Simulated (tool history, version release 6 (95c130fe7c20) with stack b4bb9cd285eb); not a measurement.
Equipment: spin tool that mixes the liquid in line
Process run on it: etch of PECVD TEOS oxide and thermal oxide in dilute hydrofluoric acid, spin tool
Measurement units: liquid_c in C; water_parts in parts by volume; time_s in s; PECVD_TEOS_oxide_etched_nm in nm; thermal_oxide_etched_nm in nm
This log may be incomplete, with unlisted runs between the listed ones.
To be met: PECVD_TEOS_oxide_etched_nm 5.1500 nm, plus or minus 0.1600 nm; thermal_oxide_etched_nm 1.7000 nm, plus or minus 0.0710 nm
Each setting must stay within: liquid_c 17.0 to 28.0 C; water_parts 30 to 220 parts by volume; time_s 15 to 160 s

run	hour	liquid_c	water_parts	time_s	PECVD_TEOS_oxide_etched_nm	thermal_oxide_etched_nm
1	0.0	20.0	125	80	8.1655	2.7129
2	4.8	20.0	145	80	6.9906	2.2898
3	11.1	20.0	145	105	9.0619	3.0472
4	13.0	19.5	150	105	8.5461	2.8088
5	19.6	19.5	155	105	8.2357	2.7241
6	25.3	19.5	160	105	7.9582	2.6041
7	26.1	19.5	165	105	7.6913	2.4983
8	34.9	19.5	170	105	7.5195	2.4094
9	41.5	19.0	175	105	6.9932	2.3264
10	43.9	19.0	180	105	6.7379	2.2506
11	50.3	17.0	205	105	5.3548	1.7680

Consider the 4 candidate settings below. Which is the only one whose results all fall within their allowed miss of target?
A	56.7	17.0	215	100	?	?
B	56.7	17.0	140	60	?	?
C	56.7	17.0	185	100	?	?
D	56.7	18.0	185	85	?	?

move	PECVD_TEOS_oxide_etched_nm	thermal_oxide_etched_nm
A	4.7860	1.5908
B	4.7319	1.5728
C	5.7170	1.9002
D	5.0577	1.6811
A: pushes the last run's worst result past its target
B: pushes the last run's worst result past its target
C: the biggest miss grows against the last run
D: each result inside its tolerance
The move that meets every target is D.

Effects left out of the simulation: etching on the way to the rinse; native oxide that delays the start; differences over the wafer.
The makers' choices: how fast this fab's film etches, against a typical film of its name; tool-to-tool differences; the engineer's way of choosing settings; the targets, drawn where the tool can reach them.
